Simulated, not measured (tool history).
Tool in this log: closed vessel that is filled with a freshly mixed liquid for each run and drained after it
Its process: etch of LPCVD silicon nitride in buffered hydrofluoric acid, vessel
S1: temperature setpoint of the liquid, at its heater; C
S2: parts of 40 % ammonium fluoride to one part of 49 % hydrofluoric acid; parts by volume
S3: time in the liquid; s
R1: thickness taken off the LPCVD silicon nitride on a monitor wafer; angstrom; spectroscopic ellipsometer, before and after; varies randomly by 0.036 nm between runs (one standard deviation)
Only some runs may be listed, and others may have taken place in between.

Run 1, hour 0.0: S1 23.0 C, S2 17.5 parts by volume, S3 1140 s. Result: R1 93.439 angstrom.
Run 2, hour 4.5: S1 23.0 C, S2 13.0 parts by volume, S3 1140 s. Result: R1 124.290 angstrom.
Run 3, hour 10.7: S1 19.5 C, S2 13.0 parts by volume, S3 1140 s. Result: R1 102.810 angstrom.
Run 4, hour 14.7: S1 21.0 C, S2 13.0 parts by volume, S3 1140 s. Result: R1 111.450 angstrom.
Run 5, hour 19.7: S1 19.5 C, S2 16.0 parts by volume, S3 1140 s. Result: R1 83.856 angstrom.
Run 6, hour 20.7: S1 19.5 C, S2 14.0 parts by volume, S3 1140 s. Result: R1 96.080 angstrom.
Run 7, hour 25.4: S1 18.5 C, S2 16.5 parts by volume, S3 1140 s. Result: R1 75.702 angstrom.

Run 8 has not been measured yet. What should we expect?
Run 8, hour 30.3: S1 17.0 C, S2 21.0 parts by volume, S3 1140 s. Result: R1 ?.

Run 8 measured R1 56.971 angstrom.
